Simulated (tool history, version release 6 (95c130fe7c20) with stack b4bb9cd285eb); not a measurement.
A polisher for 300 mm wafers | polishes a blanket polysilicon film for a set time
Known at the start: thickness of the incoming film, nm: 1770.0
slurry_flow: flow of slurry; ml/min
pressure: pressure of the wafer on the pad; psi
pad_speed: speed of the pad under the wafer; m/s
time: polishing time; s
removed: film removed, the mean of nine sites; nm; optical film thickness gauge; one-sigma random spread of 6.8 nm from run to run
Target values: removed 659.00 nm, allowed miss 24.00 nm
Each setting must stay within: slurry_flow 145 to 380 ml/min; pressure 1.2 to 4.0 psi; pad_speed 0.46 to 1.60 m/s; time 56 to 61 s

run 1 day=0.000 | slurry_flow=245 pressure=2.6 pad_speed=1.02 time=61 | removed=440.57
run 2 day=0.104 | slurry_flow=245 pressure=2.0 pad_speed=1.02 time=61 | removed=348.01
run 3 day=0.183 | slurry_flow=245 pressure=1.5 pad_speed=1.02 time=61 | removed=264.62
run 4 day=0.425 | slurry_flow=245 pressure=1.5 pad_speed=0.92 time=61 | removed=241.88
run 5 day=0.504 | slurry_flow=265 pressure=1.5 pad_speed=0.92 time=61 | removed=240.90
run 6 day=0.621 | slurry_flow=265 pressure=1.9 pad_speed=0.92 time=61 | removed=297.61
run 7 day=0.988 | slurry_flow=270 pressure=2.2 pad_speed=0.92 time=61 | removed=344.41
run 8 day=1.017 | slurry_flow=275 pressure=2.5 pad_speed=0.92 time=61 | removed=393.97
run 9 day=1.175 | slurry_flow=280 pressure=2.7 pad_speed=0.92 time=61 | removed=424.58
run 10 day=1.517 | slurry_flow=280 pressure=2.9 pad_speed=0.92 time=61 | removed=459.34
run 11 day=1.542 | slurry_flow=280 pressure=3.1 pad_speed=0.92 time=61 | removed=481.92
run 12 day=1.888 | slurry_flow=280 pressure=3.3 pad_speed=0.92 time=61 | removed=514.04
run 13 day=2.071 | slurry_flow=285 pressure=3.4 pad_speed=0.92 time=61 | removed=520.96
run 14 day=2.292 | slurry_flow=285 pressure=3.5 pad_speed=0.92 time=61 | removed=547.06
run 15 day=2.492 | slurry_flow=285 pressure=3.6 pad_speed=0.92 time=61 | removed=559.98
run 16 day=2.517 | slurry_flow=285 pressure=3.7 pad_speed=0.92 time=61 | removed=580.28
run 17 day=2.662 | slurry_flow=285 pressure=3.8 pad_speed=0.92 time=61 | removed=591.52
run 18 day=2.808 | slurry_flow=290 pressure=3.8 pad_speed=0.92 time=61 | removed=593.16

Of the 5 settings listed for the next run, only one would bring every result within its allowed miss of target. Which one?
run A day=2.954 | slurry_flow=370 pressure=4.0 pad_speed=0.74 time=61 | removed=?
run B day=2.954 | slurry_flow=305 pressure=4.0 pad_speed=0.96 time=61 | removed=?
run C day=2.954 | slurry_flow=295 pressure=4.0 pad_speed=0.94 time=58 | removed=?
run D day=2.954 | slurry_flow=320 pressure=3.9 pad_speed=1.14 time=59 | removed=?
run E day=2.954 | slurry_flow=290 pressure=3.7 pad_speed=1.00 time=57 | removed=?

move=A removed=510.61
move=B removed=646.86
move=C removed=601.02
move=D removed=723.83
move=E removed=580.21
A: moves away from the targets compared with the last run
B: each result inside its tolerance
C: better than the last run, though not everything is in spec
D: carries the result that was furthest off beyond its target, to the other side
E: moves away from the targets compared with the last run
Correct choice: B, which meets every target
